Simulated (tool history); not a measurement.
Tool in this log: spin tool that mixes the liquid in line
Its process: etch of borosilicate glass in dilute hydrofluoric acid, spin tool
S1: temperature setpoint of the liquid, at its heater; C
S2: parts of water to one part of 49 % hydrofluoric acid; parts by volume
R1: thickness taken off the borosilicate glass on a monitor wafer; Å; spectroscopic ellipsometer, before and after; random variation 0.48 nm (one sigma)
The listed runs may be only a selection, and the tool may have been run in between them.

{"run": 1, "hour": 0.0, "S1": 25.0, "S2": 295, "time under the liquid (s)": 260, "R1": 266.88}
{"run": 2, "hour": 7.7, "S1": 25.0, "S2": 400, "time under the liquid (s)": 260, "R1": 175.23}
{"run": 3, "hour": 15.6, "S1": 25.0, "S2": 400, "time under the liquid (s)": 260, "R1": 178.48}
{"run": 4, "hour": 20.3, "S1": 26.5, "S2": 345, "time under the liquid (s)": 260, "R1": 226.81}
{"run": 5, "hour": 22.7, "S1": 26.5, "S2": 345, "time under the liquid (s)": 260, "R1": 228.6}
{"run": 6, "hour": 29.1, "S1": 27.5, "S2": 300, "time under the liquid (s)": 260, "R1": 284.57}
{"run": 7, "hour": 35.3, "S1": 28.5, "S2": 270, "time under the liquid (s)": 260, "R1": 343.85}
{"run": 8, "hour": 41.9, "S1": 29.5, "S2": 250, "time under the liquid (s)": 260, "R1": 387.64}
{"run": 9, "hour": 44.1, "S1": 29.5, "S2": 250, "time under the liquid (s)": 260, "R1": 382.36}
{"run": 10, "hour": 49.1, "S1": 30.0, "S2": 235, "time under the liquid (s)": 260, "R1": 422.26}

Run 11 has not been measured yet. What should we expect?
{"run": 11, "hour": 56.3, "S1": 33.0, "S2": 180, "time under the liquid (s)": 260, "R1": "?"}

Run 11 gave R1 660.47 Å.
